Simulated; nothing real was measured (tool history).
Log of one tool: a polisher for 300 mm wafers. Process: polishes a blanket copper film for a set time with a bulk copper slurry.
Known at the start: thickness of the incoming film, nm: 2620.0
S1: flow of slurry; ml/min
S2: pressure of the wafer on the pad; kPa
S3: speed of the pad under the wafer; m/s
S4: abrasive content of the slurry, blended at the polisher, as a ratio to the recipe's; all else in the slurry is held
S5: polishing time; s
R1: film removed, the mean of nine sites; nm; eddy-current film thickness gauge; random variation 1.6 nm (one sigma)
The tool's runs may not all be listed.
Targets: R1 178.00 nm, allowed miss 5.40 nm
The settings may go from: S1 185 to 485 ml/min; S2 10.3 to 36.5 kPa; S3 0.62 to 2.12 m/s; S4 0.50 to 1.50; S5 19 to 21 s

Run 1, hour 0.0: S1 310 ml/min, S2 23.4 kPa, S3 1.36 m/s, S4 1.00, S5 21 s. Result: R1 339.59 nm.
Run 2, hour 4.4: S1 240 ml/min, S2 23.4 kPa, S3 1.36 m/s, S4 1.00, S5 21 s. Result: R1 336.80 nm.
Run 3, hour 9.7: S1 240 ml/min, S2 23.4 kPa, S3 1.36 m/s, S4 0.80, S5 21 s. Result: R1 309.88 nm.
Run 4, hour 11.7: S1 240 ml/min, S2 23.4 kPa, S3 1.18 m/s, S4 0.80, S5 21 s. Result: R1 275.67 nm.
Run 5, hour 17.1: S1 240 ml/min, S2 23.4 kPa, S3 0.96 m/s, S4 0.80, S5 21 s. Result: R1 234.68 nm.
Run 6, hour 17.7: S1 240 ml/min, S2 23.4 kPa, S3 1.28 m/s, S4 0.80, S5 21 s. Result: R1 297.29 nm.
Run 7, hour 26.1: S1 240 ml/min, S2 20.7 kPa, S3 1.28 m/s, S4 0.80, S5 21 s. Result: R1 264.14 nm.
Run 8, hour 31.1: S1 240 ml/min, S2 18.6 kPa, S3 1.28 m/s, S4 0.80, S5 21 s. Result: R1 238.43 nm.
Run 9, hour 34.4: S1 240 ml/min, S2 17.2 kPa, S3 1.28 m/s, S4 0.80, S5 21 s. Result: R1 217.52 nm.
Run 10, hour 36.6: S1 240 ml/min, S2 16.5 kPa, S3 1.28 m/s, S4 0.80, S5 21 s. Result: R1 211.98 nm.
Run 11, hour 41.1: S1 240 ml/min, S2 15.9 kPa, S3 1.28 m/s, S4 0.80, S5 21 s. Result: R1 207.58 nm.
Run 12, hour 47.1: S1 240 ml/min, S2 15.2 kPa, S3 1.28 m/s, S4 0.80, S5 21 s. Result: R1 196.27 nm.
Run 13, hour 53.6: S1 240 ml/min, S2 14.5 kPa, S3 1.28 m/s, S4 0.80, S5 21 s. Result: R1 187.21 nm.

Which of these 4 next moves meets every target?
Run A, hour 60.1: S1 210 ml/min, S2 23.4 kPa, S3 0.96 m/s, S4 0.55, S5 20 s. Result: R1 ?.
Run B, hour 60.1: S1 215 ml/min, S2 14.5 kPa, S3 1.26 m/s, S4 0.85, S5 20 s. Result: R1 ?.
Run C, hour 60.1: S1 310 ml/min, S2 20.0 kPa, S3 1.06 m/s, S4 0.60, S5 21 s. Result: R1 ?.
Run D, hour 60.1: S1 190 ml/min, S2 15.2 kPa, S3 1.54 m/s, S4 0.55, S5 21 s. Result: R1 ?.

move      R1
   A  198.73
   B  176.44
   C  207.89
   D  196.36
A: further off than the last run
B: meets every target
C: further off than the last run
D: further off than the last run
Answer: B

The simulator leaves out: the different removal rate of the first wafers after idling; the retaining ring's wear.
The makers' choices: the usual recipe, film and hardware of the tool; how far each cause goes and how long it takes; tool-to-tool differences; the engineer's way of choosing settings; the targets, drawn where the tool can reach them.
